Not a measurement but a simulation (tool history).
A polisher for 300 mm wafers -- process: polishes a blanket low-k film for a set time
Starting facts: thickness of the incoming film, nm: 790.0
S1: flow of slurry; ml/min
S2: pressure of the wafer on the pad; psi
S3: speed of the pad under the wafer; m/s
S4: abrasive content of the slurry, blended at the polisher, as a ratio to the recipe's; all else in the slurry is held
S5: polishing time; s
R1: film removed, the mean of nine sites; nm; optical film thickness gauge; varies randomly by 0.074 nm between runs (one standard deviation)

run,day,S1,S2,S3,S4,S5,R1
1,0.000,170,1.8,1.12,1.0,36,13.002
2,0.054,170,1.4,1.12,1.0,36,10.202
3,0.129,185,1.4,1.12,1.0,36,10.252
4,0.233,185,1.8,1.12,1.0,36,13.214
# day 0.404: slurry blender recalibrated
5,0.404,185,1.8,1.12,1.0,31,13.783
6,0.446,185,1.8,0.96,1.0,31,12.043

Predict the results of run 7:
7,0.496,175,1.3,0.82,1.0,31,?

Run 7 produced R1 7.653 nm.
